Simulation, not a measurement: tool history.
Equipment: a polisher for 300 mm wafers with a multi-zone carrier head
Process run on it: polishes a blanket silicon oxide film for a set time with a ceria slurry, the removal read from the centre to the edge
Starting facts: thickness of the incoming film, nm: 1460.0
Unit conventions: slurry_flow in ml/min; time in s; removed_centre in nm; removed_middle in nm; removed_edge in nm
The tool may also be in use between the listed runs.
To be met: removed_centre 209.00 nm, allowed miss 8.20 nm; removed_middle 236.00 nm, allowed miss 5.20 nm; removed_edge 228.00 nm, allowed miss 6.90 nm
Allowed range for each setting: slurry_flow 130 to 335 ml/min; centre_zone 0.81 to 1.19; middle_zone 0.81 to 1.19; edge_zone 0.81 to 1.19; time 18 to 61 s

| run | hour | slurry_flow | centre_zone | middle_zone | edge_zone | time | removed_centre | removed_middle | removed_edge |
|---|---|---|---|---|---|---|---|---|---|
| 1 | 0.0 | 215 | 1.00 | 1.00 | 1.00 | 39 | 266.87 | 259.35 | 257.93 |
| 2 | 1.3 | 205 | 0.97 | 0.99 | 0.98 | 39 | 252.24 | 255.86 | 252.32 |
| 3 | 6.3 | 205 | 1.05 | 0.99 | 0.98 | 39 | 281.52 | 256.23 | 255.99 |
| 4 | 13.2 | 195 | 1.02 | 0.98 | 0.97 | 39 | 270.83 | 253.02 | 250.06 |
| 5 | 18.4 | 240 | 1.02 | 0.98 | 0.97 | 39 | 277.46 | 258.11 | 258.35 |
| 6 | 20.3 | 230 | 0.99 | 0.97 | 0.96 | 39 | 268.55 | 254.03 | 258.26 |
| 7 | 27.9 | 215 | 0.97 | 0.97 | 0.95 | 39 | 257.96 | 253.48 | 253.41 |
| 8 | 30.3 | 205 | 0.95 | 0.97 | 0.94 | 39 | 248.56 | 250.76 | 251.63 |
| 9 | 31.1 | 195 | 0.94 | 0.97 | 0.93 | 39 | 246.40 | 251.60 | 249.87 |
| 10 | 33.8 | 165 | 0.84 | 0.93 | 0.83 | 37 | 205.87 | 225.23 | 219.23 |
| 11 | 35.4 | 165 | 0.84 | 0.93 | 0.83 | 37 | 202.01 | 225.56 | 221.15 |
| 12 | 41.6 | 170 | 0.84 | 0.93 | 0.83 | 37 | 202.56 | 225.07 | 221.06 |
| 13 | 47.0 | 175 | 0.84 | 0.94 | 0.83 | 37 | 203.87 | 229.07 | 219.87 |
| 14 | 54.0 | 180 | 0.84 | 0.94 | 0.84 | 37 | 202.28 | 226.68 | 222.37 |

Below are 5 possible settings for the next run. Only one of them brings all results inside the allowed miss of their targets. Which is it?
| A | 61.0 | 210 | 0.81 | 0.91 | 0.81 | 38 | ? | ? | ? |
| B | 61.0 | 185 | 0.88 | 0.92 | 0.84 | 35 | ? | ? | ? |
| C | 61.0 | 130 | 0.91 | 0.89 | 0.81 | 41 | ? | ? | ? |
| D | 61.0 | 185 | 0.81 | 0.88 | 0.88 | 39 | ? | ? | ? |
| E | 61.0 | 180 | 0.84 | 0.85 | 0.89 | 37 | ? | ? | ? |

| move | removed_centre | removed_middle | removed_edge |
|---|---|---|---|
| A | 208.87 | 235.19 | 226.40 |
| B | 204.34 | 213.40 | 208.58 |
| C | 226.55 | 226.52 | 227.25 |
| D | 209.38 | 231.73 | 237.42 |
| E | 204.90 | 214.38 | 225.65 |
A: every result within its allowed miss
B: further off than the last run
C: further off than the last run
D: corrects the largest miss of the last run, while another result sits out of spec
E: further off than the last run
Correct choice: A, which meets every target

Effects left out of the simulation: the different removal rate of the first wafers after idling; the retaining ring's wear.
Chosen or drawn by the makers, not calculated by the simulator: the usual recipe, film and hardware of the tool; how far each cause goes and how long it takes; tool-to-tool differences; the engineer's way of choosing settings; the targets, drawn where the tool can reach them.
